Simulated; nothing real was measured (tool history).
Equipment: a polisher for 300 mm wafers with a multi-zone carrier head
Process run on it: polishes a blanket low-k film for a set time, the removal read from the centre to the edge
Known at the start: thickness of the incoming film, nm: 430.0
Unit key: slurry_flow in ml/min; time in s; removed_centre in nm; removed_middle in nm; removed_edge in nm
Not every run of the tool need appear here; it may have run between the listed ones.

{"run": 1, "hour": 0.0, "slurry_flow": 275, "centre_zone": 1.0, "middle_zone": 1.0, "edge_zone": 1.0, "slurry_solids": 1.0, "time": 48, "removed_centre": 9.3347, "removed_middle": 9.5813, "removed_edge": 9.5979}
{"run": 2, "hour": 7.0, "slurry_flow": 270, "centre_zone": 1.0, "middle_zone": 0.98, "edge_zone": 0.98, "slurry_solids": 0.95, "time": 48, "removed_centre": 9.1481, "removed_middle": 9.371, "removed_edge": 9.3379}
{"run": 3, "hour": 11.6, "slurry_flow": 270, "centre_zone": 1.0, "middle_zone": 0.93, "edge_zone": 0.98, "slurry_solids": 0.95, "time": 48, "removed_centre": 9.037, "removed_middle": 9.0174, "removed_edge": 9.2375}
{"run": 4, "hour": 20.1, "slurry_flow": 265, "centre_zone": 1.01, "middle_zone": 0.91, "edge_zone": 0.98, "slurry_solids": 0.9, "time": 48, "removed_centre": 8.9658, "removed_middle": 8.8269, "removed_edge": 9.2011}
{"run": 5, "hour": 28.4, "slurry_flow": 265, "centre_zone": 1.01, "middle_zone": 0.91, "edge_zone": 0.98, "slurry_solids": 0.7, "time": 48, "removed_centre": 8.5375, "removed_middle": 8.1758, "removed_edge": 8.4366}
{"run": 6, "hour": 33.6, "slurry_flow": 265, "centre_zone": 1.01, "middle_zone": 0.91, "edge_zone": 0.98, "slurry_solids": 0.5, "time": 48, "removed_centre": 7.7994, "removed_middle": 7.3166, "removed_edge": 7.8873}
{"run": 7, "hour": 37.6, "slurry_flow": 260, "centre_zone": 1.01, "middle_zone": 0.9, "edge_zone": 0.97, "slurry_solids": 0.5, "time": 47, "removed_centre": 7.4384, "removed_middle": 7.1218, "removed_edge": 7.5493}
{"run": 8, "hour": 43.7, "slurry_flow": 255, "centre_zone": 1.01, "middle_zone": 0.89, "edge_zone": 0.96, "slurry_solids": 0.5, "time": 47, "removed_centre": 7.4067, "removed_middle": 6.978, "removed_edge": 7.4965}
{"run": 9, "hour": 48.3, "slurry_flow": 250, "centre_zone": 1.01, "middle_zone": 0.88, "edge_zone": 0.95, "slurry_solids": 0.5, "time": 47, "removed_centre": 7.409, "removed_middle": 6.9149, "removed_edge": 7.5401}
{"run": 10, "hour": 55.7, "slurry_flow": 250, "centre_zone": 1.01, "middle_zone": 0.88, "edge_zone": 0.94, "slurry_solids": 0.5, "time": 47, "removed_centre": 7.3516, "removed_middle": 6.9987, "removed_edge": 7.4565}

The next listed run, before its measurement:
{"run": 11, "hour": 59.5, "slurry_flow": 245, "centre_zone": 1.02, "middle_zone": 0.87, "edge_zone": 0.93, "slurry_solids": 0.5, "time": 47, "removed_centre": "?", "removed_middle": "?", "removed_edge": "?"}

{"run 11": {"removed_centre": 7.6246, "removed_middle": 6.8446, "removed_edge": 7.3786}}

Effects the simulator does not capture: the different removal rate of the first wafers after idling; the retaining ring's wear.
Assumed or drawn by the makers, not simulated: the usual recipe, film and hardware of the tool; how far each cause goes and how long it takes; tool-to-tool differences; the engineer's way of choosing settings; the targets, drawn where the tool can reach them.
